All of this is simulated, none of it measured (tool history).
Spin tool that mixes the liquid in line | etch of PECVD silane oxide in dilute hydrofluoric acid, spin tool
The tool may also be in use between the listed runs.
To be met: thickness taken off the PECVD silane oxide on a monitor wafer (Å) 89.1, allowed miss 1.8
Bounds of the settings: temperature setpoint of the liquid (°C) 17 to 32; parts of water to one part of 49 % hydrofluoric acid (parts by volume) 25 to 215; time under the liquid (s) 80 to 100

run  hour  temperature setpoint of the liquid (°C)  parts of water to one part of 49 % hydrofluoric acid (parts by volume)  time under the liquid (s)  thickness taken off the PECVD silane oxide on a monitor wafer (Å)
  1     0                                       24                                                                     120                        100                                                             116.65
  2     3                                     20.5                                                                     120                        100                                                             101.64
  3   8.4                                       20                                                                     120                        100                                                              100.4
  4  14.3                                       20                                                                     145                        100                                                             80.466
  5  15.7                                       20                                                                     145                        100                                                              81.16
  6  20.1                                       20                                                                     145                        100                                                             81.186
  7  25.1                                     20.5                                                                     145                        100                                                             82.932
  8  28.3                                     21.5                                                                     145                        100                                                             85.217
  9  30.1                                       22                                                                     145                        100                                                             87.031

Which of these 4 next moves meets every target?
  A  31.9                                     21.5                                                                     140                         95                                                                  ?
  B  31.9                                     20.5                                                                     140                        100                                                                  ?
  C  31.9                                     22.5                                                                     145                        100                                                                  ?
  D  31.9                                     24.5                                                                     155                         95                                                                  ?

move  thickness taken off the PECVD silane oxide on a monitor wafer (Å)
   A                                                             83.956
   B                                                             84.939
   C                                                             88.251
   D                                                             83.743
A: further off than the last run
B: further off than the last run
C: meets every target
D: further off than the last run
Move C is the one to make.

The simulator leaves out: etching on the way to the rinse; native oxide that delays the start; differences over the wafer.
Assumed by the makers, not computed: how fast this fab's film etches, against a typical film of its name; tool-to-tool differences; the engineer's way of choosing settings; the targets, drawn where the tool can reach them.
